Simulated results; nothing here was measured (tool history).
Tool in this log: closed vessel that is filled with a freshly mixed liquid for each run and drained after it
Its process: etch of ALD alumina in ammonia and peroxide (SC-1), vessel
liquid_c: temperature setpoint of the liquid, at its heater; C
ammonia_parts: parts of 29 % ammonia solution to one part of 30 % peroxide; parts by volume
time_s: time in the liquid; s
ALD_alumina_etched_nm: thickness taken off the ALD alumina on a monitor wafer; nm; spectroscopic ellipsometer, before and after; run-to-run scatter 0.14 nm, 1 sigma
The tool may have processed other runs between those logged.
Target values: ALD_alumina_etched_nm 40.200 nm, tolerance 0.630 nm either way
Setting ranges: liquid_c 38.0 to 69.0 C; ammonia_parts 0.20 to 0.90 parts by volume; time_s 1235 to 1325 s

Run 1, hour 0.0: liquid_c 53.0 C, ammonia_parts 0.50 parts by volume, time_s 1235 s. Result: ALD_alumina_etched_nm 47.783 nm.
Run 2, hour 2.0: liquid_c 52.5 C, ammonia_parts 0.50 parts by volume, time_s 1235 s. Result: ALD_alumina_etched_nm 46.585 nm.
Run 3, hour 6.8: liquid_c 47.5 C, ammonia_parts 0.50 parts by volume, time_s 1235 s. Result: ALD_alumina_etched_nm 35.433 nm.
Run 4, hour 9.3: liquid_c 47.5 C, ammonia_parts 0.50 parts by volume, time_s 1325 s. Result: ALD_alumina_etched_nm 37.844 nm.
Run 5, hour 10.7: liquid_c 47.5 C, ammonia_parts 0.40 parts by volume, time_s 1325 s. Result: ALD_alumina_etched_nm 37.309 nm.
Run 6, hour 17.5: liquid_c 47.5 C, ammonia_parts 0.40 parts by volume, time_s 1235 s. Result: ALD_alumina_etched_nm 34.781 nm.
Run 7, hour 21.3: liquid_c 48.0 C, ammonia_parts 0.40 parts by volume, time_s 1235 s. Result: ALD_alumina_etched_nm 35.506 nm.
Run 8, hour 30.8: liquid_c 48.5 C, ammonia_parts 0.40 parts by volume, time_s 1235 s. Result: ALD_alumina_etched_nm 36.580 nm.
Run 9, hour 34.5: liquid_c 49.0 C, ammonia_parts 0.40 parts by volume, time_s 1235 s. Result: ALD_alumina_etched_nm 37.811 nm.
Run 10, hour 35.6: liquid_c 49.5 C, ammonia_parts 0.40 parts by volume, time_s 1235 s. Result: ALD_alumina_etched_nm 38.731 nm.
Run 11, hour 41.2: liquid_c 50.5 C, ammonia_parts 0.40 parts by volume, time_s 1235 s. Result: ALD_alumina_etched_nm 40.896 nm.

Pick the move, out of 4, that brings all results within their allowed miss; only one does.
Run A, hour 46.8: liquid_c 50.5 C, ammonia_parts 0.60 parts by volume, time_s 1235 s. Result: ALD_alumina_etched_nm ?.
Run B, hour 46.8: liquid_c 47.5 C, ammonia_parts 0.90 parts by volume, time_s 1280 s. Result: ALD_alumina_etched_nm ?.
Run C, hour 46.8: liquid_c 50.0 C, ammonia_parts 0.30 parts by volume, time_s 1235 s. Result: ALD_alumina_etched_nm ?.
Run D, hour 46.8: liquid_c 50.5 C, ammonia_parts 0.35 parts by volume, time_s 1235 s. Result: ALD_alumina_etched_nm ?.

move  ALD_alumina_etched_nm
   A                 42.474
   B                 38.750
   C                 38.690
   D                 40.355
A: its largest miss is bigger than the last run's
B: takes the result that was furthest off past its target
C: takes the result that was furthest off past its target
D: hits every target within its allowed miss
Answer: D

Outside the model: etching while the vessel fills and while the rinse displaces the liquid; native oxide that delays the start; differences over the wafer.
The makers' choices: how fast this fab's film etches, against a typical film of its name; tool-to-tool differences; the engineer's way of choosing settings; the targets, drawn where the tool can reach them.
